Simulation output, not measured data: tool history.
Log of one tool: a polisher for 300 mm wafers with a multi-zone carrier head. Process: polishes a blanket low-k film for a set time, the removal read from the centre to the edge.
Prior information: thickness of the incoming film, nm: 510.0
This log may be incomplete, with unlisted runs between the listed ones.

run  hour  flow of slurry (ml/min)  pressure of the head's centre zone  pressure of the head's middle zone  pressure of the head's edge zone  abrasive content of the slurry  polishing time (s)  film removed at the wafer's centre (nm)  film removed at mid-radius (nm)  film removed at the wafer's edge (nm)
  1   0.0                      150                                1.00                                1.00                              1.00                             1.0                  32                                   14.416                           14.786                                 14.731
  2   5.8                      150                                1.00                                0.92                              1.00                             1.0                  32                                   14.512                           13.560                                 14.506
  3  11.6                      145                                0.99                                0.93                              0.99                             1.0                  32                                   14.406                           13.559                                 14.193
  4  14.8                      140                                0.98                                0.94                              0.99                             1.0                  32                                   13.986                           13.023                                 14.798
  5  23.5                      145                                0.97                                0.95                              0.99                             1.0                  32                                   13.737                           13.674                                 14.875
  6  28.3                      145                                0.97                                0.96                              0.98                             1.0                  32                                   13.894                           13.623                                 14.640

Run 7, settings as shown, results not yet in. Your forecast:
  7  32.9                      115                                0.87                                1.05                              0.94                             1.0                  32                                        ?                                ?                                      ?

Run 7 came out at film removed at the wafer's centre (nm) 11.665, film removed at mid-radius (nm) 14.031, film removed at the wafer's edge (nm) 13.353.
